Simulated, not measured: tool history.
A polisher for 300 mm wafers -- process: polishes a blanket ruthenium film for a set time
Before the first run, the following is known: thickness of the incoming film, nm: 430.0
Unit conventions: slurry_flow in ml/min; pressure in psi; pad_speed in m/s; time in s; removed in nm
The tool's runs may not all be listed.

{"run": 1, "hour": 0.0, "slurry_flow": 160, "pressure": 1.9, "pad_speed": 1.26, "time": 32, "removed": 38.578}
{"run": 2, "hour": 3.3, "slurry_flow": 160, "pressure": 1.9, "pad_speed": 1.26, "time": 32, "removed": 39.873}
{"run": 3, "hour": 5.2, "slurry_flow": 135, "pressure": 1.9, "pad_speed": 1.26, "time": 32, "removed": 37.924}
{"run": 4, "hour": 11.1, "slurry_flow": 105, "pressure": 1.9, "pad_speed": 1.26, "time": 32, "removed": 36.939}
{"run": 5, "hour": 19.7, "slurry_flow": 105, "pressure": 2.0, "pad_speed": 1.26, "time": 32, "removed": 38.381}
{"run": 6, "hour": 22.7, "slurry_flow": 95, "pressure": 2.0, "pad_speed": 1.26, "time": 32, "removed": 37.11}
{"run": 7, "hour": 24.1, "slurry_flow": 105, "pressure": 2.1, "pad_speed": 1.26, "time": 32, "removed": 39.585}
{"run": 8, "hour": 26.4, "slurry_flow": 110, "pressure": 2.2, "pad_speed": 1.26, "time": 32, "removed": 42.072}
{"run": 9, "hour": 30.6, "slurry_flow": 115, "pressure": 2.2, "pad_speed": 1.26, "time": 32, "removed": 42.825}

Forecast run 10:
{"run": 10, "hour": 34.8, "slurry_flow": 120, "pressure": 2.2, "pad_speed": 1.26, "time": 32, "removed": "?"}

{"run 10": {"removed": 42.444}}
